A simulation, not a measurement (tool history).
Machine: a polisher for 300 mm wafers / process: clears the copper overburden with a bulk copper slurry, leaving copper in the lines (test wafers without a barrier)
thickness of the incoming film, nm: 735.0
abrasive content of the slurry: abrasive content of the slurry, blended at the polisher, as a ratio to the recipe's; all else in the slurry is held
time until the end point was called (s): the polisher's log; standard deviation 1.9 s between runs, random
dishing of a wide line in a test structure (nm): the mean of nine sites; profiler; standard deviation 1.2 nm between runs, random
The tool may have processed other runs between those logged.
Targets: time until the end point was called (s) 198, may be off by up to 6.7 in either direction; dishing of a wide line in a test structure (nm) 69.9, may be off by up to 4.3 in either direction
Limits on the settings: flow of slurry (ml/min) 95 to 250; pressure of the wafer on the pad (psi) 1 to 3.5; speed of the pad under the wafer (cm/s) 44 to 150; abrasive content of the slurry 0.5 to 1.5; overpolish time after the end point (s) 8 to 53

run	day	flow of slurry (ml/min)	pressure of the wafer on the pad (psi)	speed of the pad under the wafer (cm/s)	abrasive content of the slurry	overpolish time after the end point (s)	time until the end point was called (s)	dishing of a wide line in a test structure (nm)
1	0	160	2.2	96	1	27	89.668	88.224
2	0.029	160	2.2	96	1	31	90.978	90.346
3	0.067	160	1.9	96	1	31	100.22	84.84
4	0.396	160	1.9	96	1.15	31	96.048	88.296
5	0.738	125	1.9	96	1.15	31	100.74	86.706
6	0.821	125	1.9	96	1.15	20	101.19	65.596
7	1.021	125	1.8	92	1.15	23	110.64	68.116
8	1.062	125	1.7	88	1.15	25	119.87	67.744
9	1.396	115	1.1	66	1.15	38	218.9	58.215
10	1.546	120	1.1	66	1.15	39	221.82	57.824
11	1.692	125	1.1	66	1.15	40	221.38	58.242
12	1.892	125	1.1	66	1.15	41	219.87	58.645
13	2.017	150	1.3	66	1.15	49	187.72	74.034

Exercise: of the 4 proposed moves below, exactly one satisfies all targets within the stated allowed misses. Which move is it?
A	2.142	165	1.2	72	1.15	53	?	?
B	2.142	130	1.3	68	0.95	47	?	?
C	2.142	160	1.4	54	1.2	53	?	?
D	2.142	160	1.5	64	1.1	42	?	?

move	time until the end point was called (s)	dishing of a wide line in a test structure (nm)
A	180.8	74.76
B	198.54	69.877
C	212.1	72.7
D	175.49	72.333
A: the biggest miss grows against the last run
B: every result lands within tolerance
C: takes the biggest miss from the last run beyond its target
D: the biggest miss grows against the last run
Go with B: it meets all targets.
